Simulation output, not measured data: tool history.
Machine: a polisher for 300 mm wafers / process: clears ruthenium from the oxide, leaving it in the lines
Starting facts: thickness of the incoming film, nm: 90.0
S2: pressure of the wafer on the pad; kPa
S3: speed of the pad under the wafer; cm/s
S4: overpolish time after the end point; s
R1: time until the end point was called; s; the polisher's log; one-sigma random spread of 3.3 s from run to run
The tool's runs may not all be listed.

run 1 day=0.000 | flow_of_slurry_(ml/min)=245 S2=9.0 S3=118 S4=5 | R1=103.410
run 2 day=0.121 | flow_of_slurry_(ml/min)=245 S2=11.0 S3=118 S4=5 | R1=85.751
run 3 day=0.325 | flow_of_slurry_(ml/min)=245 S2=11.0 S3=118 S4=5 | R1=86.649
run 4 day=0.596 | flow_of_slurry_(ml/min)=245 S2=9.7 S3=114 S4=5 | R1=97.654
run 5 day=0.929 | flow_of_slurry_(ml/min)=245 S2=9.0 S3=108 S4=5 | R1=110.760
run 6 day=1.054 | flow_of_slurry_(ml/min)=245 S2=9.0 S3=108 S4=5 | R1=112.420
run 7 day=1.267 | flow_of_slurry_(ml/min)=245 S2=8.3 S3=106 S4=5 | R1=117.630

What will run 8 give?
-- day=1.642 worn pad replaced by a new one
run 8 day=1.642 | flow_of_slurry_(ml/min)=245 S2=7.6 S3=102 S4=5 | R1=?

R1: 119.790 s
